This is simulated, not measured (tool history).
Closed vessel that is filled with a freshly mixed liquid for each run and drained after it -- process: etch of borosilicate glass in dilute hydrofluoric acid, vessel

| run | hour | temperature setpoint of the liquid (K) | parts of water to one part of 49 % hydrofluoric acid (parts by volume) | time in the liquid (s) | thickness taken off the borosilicate glass on a monitor wafer (Å) |
|---|---|---|---|---|---|
| 1 | 0 | 296.15 | 280 | 45 | 38.596 |
| 2 | 6.4 | 298.65 | 280 | 45 | 41.899 |
| 3 | 8.1 | 298.65 | 280 | 30 | 28.188 |
| 4 | 17 | 298.65 | 280 | 45 | 42.3 |
| 5 | 20.6 | 302.15 | 280 | 45 | 47.609 |
| 6 | 28.6 | 302.65 | 265 | 45 | 52.582 |
| 7 | 32.3 | 303.15 | 255 | 45 | 56.067 |
| 8 | 38.9 | 303.15 | 250 | 45 | 56.749 |
| 9 | 43.5 | 303.15 | 245 | 45 | 59.113 |
| 10 | 49.2 | 303.15 | 240 | 45 | 60.266 |

For run 11, what comes out?
| 11 | 53.9 | 304.15 | 215 | 45 | ? |

Run 11 gave thickness taken off the borosilicate glass on a monitor wafer (Å) 71.021.
